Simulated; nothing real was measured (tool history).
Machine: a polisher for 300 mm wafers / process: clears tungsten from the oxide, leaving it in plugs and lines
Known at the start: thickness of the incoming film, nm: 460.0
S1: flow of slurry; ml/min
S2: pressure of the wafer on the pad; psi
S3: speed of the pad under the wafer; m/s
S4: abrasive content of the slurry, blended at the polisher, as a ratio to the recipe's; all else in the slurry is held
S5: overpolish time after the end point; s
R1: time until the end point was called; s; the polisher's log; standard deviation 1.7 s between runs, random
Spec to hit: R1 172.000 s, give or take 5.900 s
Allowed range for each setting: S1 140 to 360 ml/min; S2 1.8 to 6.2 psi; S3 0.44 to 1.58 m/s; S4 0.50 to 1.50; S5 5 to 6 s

{"run": 1, "day": 0.0, "S1": 230, "S2": 4.0, "S3": 1.0, "S4": 1.0, "S5": 6, "R1": 88.833}
{"run": 2, "day": 0.317, "S1": 230, "S2": 3.7, "S3": 0.98, "S4": 1.0, "S5": 6, "R1": 98.024}
{"run": 3, "day": 0.546, "S1": 230, "S2": 3.7, "S3": 1.08, "S4": 1.0, "S5": 6, "R1": 90.953}
{"run": 4, "day": 0.904, "S1": 230, "S2": 3.0, "S3": 1.08, "S4": 1.0, "S5": 6, "R1": 110.26}
{"run": 5, "day": 1.083, "S1": 230, "S2": 2.8, "S3": 1.06, "S4": 1.0, "S5": 6, "R1": 117.85}
{"run": 6, "day": 1.271, "S1": 230, "S2": 2.8, "S3": 1.06, "S4": 1.0, "S5": 5, "R1": 120.04}
{"run": 7, "day": 1.558, "S1": 230, "S2": 2.7, "S3": 1.04, "S4": 1.0, "S5": 5, "R1": 128.03}
{"run": 8, "day": 1.767, "S1": 225, "S2": 1.8, "S3": 0.98, "S4": 1.0, "S5": 5, "R1": 191.49}

Next run, 5 choices. One meets every target within its allowed miss, the rest don't. Which?
{"run": "A", "day": 1.975, "S1": 205, "S2": 2.2, "S3": 0.92, "S4": 1.0, "S5": 6, "R1": "?"}
{"run": "B", "day": 1.975, "S1": 215, "S2": 2.1, "S3": 1.06, "S4": 0.95, "S5": 6, "R1": "?"}
{"run": "C", "day": 1.975, "S1": 255, "S2": 2.2, "S3": 0.8, "S4": 0.65, "S5": 5, "R1": "?"}
{"run": "D", "day": 1.975, "S1": 170, "S2": 1.8, "S3": 0.84, "S4": 1.0, "S5": 6, "R1": "?"}
{"run": "E", "day": 1.975, "S1": 215, "S2": 1.8, "S3": 0.86, "S4": 0.9, "S5": 5, "R1": "?"}

move=A R1=169.200
move=B R1=154.700
move=C R1=205.410
move=D R1=224.450
move=E R1=219.550
A: each result inside its tolerance
B: carries the result that was furthest off beyond its target, to the other side
C: its largest miss is bigger than the last run's
D: its largest miss is bigger than the last run's
E: its largest miss is bigger than the last run's
A is the move that brings every result within its allowed miss.
